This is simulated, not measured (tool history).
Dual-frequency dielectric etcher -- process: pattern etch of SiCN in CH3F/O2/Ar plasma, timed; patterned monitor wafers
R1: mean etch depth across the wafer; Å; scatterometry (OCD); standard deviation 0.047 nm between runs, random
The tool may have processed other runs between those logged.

{"run": 1, "hour": 0.0, "source power (W)": 450, "bias power (W)": 82, "etch time (s)": 38.5, "R1": 144.16}
{"run": 2, "hour": 5.2, "source power (W)": 450, "bias power (W)": 82, "etch time (s)": 35.0, "R1": 131.18}
{"run": 3, "hour": 12.4, "source power (W)": 480, "bias power (W)": 82, "etch time (s)": 35.0, "R1": 134.49}
{"run": 4, "hour": 16.6, "source power (W)": 510, "bias power (W)": 82, "etch time (s)": 35.0, "R1": 138.51}
{"run": 5, "hour": 20.5, "source power (W)": 530, "bias power (W)": 84, "etch time (s)": 35.0, "R1": 141.7}
{"run": 6, "hour": 24.5, "source power (W)": 550, "bias power (W)": 86, "etch time (s)": 35.0, "R1": 145.52}
{"run": 7, "hour": 25.3, "source power (W)": 570, "bias power (W)": 87, "etch time (s)": 35.0, "R1": 148.8}

What will run 8 give?
{"run": 8, "hour": 30.1, "source power (W)": 580, "bias power (W)": 87, "etch time (s)": 35.0, "R1": "?"}

For run 8 the tool returned R1 149.26 Å.
